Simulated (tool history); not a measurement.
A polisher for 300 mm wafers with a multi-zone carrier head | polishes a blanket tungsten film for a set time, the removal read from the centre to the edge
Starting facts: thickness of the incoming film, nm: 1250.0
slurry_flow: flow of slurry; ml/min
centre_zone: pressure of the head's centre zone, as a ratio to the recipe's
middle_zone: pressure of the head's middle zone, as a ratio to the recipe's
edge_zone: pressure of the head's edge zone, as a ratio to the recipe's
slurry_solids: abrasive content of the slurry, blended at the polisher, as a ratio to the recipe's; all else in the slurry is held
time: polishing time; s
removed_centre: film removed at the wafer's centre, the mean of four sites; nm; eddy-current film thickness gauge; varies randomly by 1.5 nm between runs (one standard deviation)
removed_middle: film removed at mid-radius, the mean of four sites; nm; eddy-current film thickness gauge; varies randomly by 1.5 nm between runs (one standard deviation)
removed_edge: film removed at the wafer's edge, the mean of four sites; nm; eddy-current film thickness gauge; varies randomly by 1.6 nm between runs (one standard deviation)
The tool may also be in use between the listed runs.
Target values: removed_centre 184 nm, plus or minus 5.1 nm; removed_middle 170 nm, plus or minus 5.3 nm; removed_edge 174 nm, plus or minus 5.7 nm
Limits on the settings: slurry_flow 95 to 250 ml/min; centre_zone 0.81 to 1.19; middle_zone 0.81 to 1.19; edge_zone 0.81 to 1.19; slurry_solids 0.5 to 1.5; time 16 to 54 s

run,hour,slurry_flow,centre_zone,middle_zone,edge_zone,slurry_solids,time,removed_centre,removed_middle,removed_edge
1,0,160,1,1,1,1,35,128.84,137.55,139.34
2,6.4,170,1.02,1.01,1.02,1.05,35,136.82,141.06,143.88
3,12,170,1.02,1.01,1.02,1.15,35,139.79,141.13,148.43
4,14.6,170,1.02,1.01,1.02,1.35,35,142.4,147.85,149.48
5,21.8,135,1.02,1.01,1.02,1.35,35,134.94,141.08,145.68
# hour 24.1: slurry nozzle cleaned
6,24.1,145,1.04,1.02,1.04,1.35,35,153.8,151.39,157.72
7,25.1,190,1.05,1.02,1.02,1.35,35,157.37,159.02,158.67
8,28.6,190,1.05,1.02,1.02,1.35,35,157.82,158.79,160.3
9,35.1,195,1.06,1.02,1.02,1.35,35,160.47,158.63,160.75
10,38.6,200,1.07,1.02,1.02,1.35,35,162.83,160.22,161.13

Which of these 5 next moves meets every target?
A,42.1,190,1.13,1.02,1.03,1.35,38,?,?,?
B,42.1,215,1.1,1.07,0.98,1.45,38,?,?,?
C,42.1,210,1.19,1.08,0.97,1.3,36,?,?,?
D,42.1,155,1.13,1.01,1.03,1.3,41,?,?,?
E,42.1,215,1.09,0.98,1.19,1.4,38,?,?,?

move,removed_centre,removed_middle,removed_edge
A,183.82,172.47,176.42
B,184.48,184.9,177.02
C,184.46,172.13,162.96
D,191.45,178.67,185.55
E,181.35,170.36,191.6
A: every result lands within tolerance
B: puts the biggest miss on target and leaves a different result outside tolerance
C: puts the biggest miss on target and leaves a different result outside tolerance
D: pushes the last run's worst result past its target
E: puts the biggest miss on target and leaves a different result outside tolerance
A meets every target.

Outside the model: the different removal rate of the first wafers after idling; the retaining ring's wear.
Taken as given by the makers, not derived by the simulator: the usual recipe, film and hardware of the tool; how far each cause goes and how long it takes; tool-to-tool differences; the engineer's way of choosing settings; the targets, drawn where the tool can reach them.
